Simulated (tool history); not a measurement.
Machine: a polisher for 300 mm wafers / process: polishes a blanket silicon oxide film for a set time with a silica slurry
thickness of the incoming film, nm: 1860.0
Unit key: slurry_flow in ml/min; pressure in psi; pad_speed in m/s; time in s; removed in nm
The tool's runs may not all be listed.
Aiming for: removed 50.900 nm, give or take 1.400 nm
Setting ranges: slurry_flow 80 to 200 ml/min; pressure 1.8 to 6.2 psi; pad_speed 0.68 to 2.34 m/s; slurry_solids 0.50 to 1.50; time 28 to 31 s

run  hour  slurry_flow  pressure  pad_speed  slurry_solids  time  removed
  1   0.0          130       4.0       1.50           1.00    31  128.990
  2   4.0          130       4.0       1.50           0.85    31  113.450
  3  11.9          130       4.0       1.86           0.85    31  136.230
  4  12.7          120       3.2       1.60           0.85    31   95.285
  5  17.8          110       2.7       1.46           0.85    31   73.233
  6  18.9          100       2.4       1.42           0.85    31   62.637
  7  20.6           95       2.2       1.42           0.85    31   57.272
  8  26.1           90       2.1       1.42           0.85    31   53.975
  9  28.5           80       1.9       1.42           0.85    31   46.985
 10  35.3           85       1.9       1.42           0.85    31   48.782
 11  40.8           90       1.9       1.42           0.85    31   49.024

Which of these 5 next moves meets every target?
  A  46.3           95       1.9       1.42           0.80    31        ?
  B  46.3           80       2.1       1.48           0.85    28        ?
  C  46.3           80       2.1       1.22           0.95    28        ?
  D  46.3          130       3.2       1.56           0.55    28        ?
  E  46.3           95       1.9       1.34           0.90    30        ?

move  removed
   A   47.208
   B   48.412
   C   45.386
   D   51.238
   E   48.155
A: moves away from the targets compared with the last run
B: moves away from the targets compared with the last run
C: moves away from the targets compared with the last run
D: every result lands within tolerance
E: moves away from the targets compared with the last run
The right move is D.

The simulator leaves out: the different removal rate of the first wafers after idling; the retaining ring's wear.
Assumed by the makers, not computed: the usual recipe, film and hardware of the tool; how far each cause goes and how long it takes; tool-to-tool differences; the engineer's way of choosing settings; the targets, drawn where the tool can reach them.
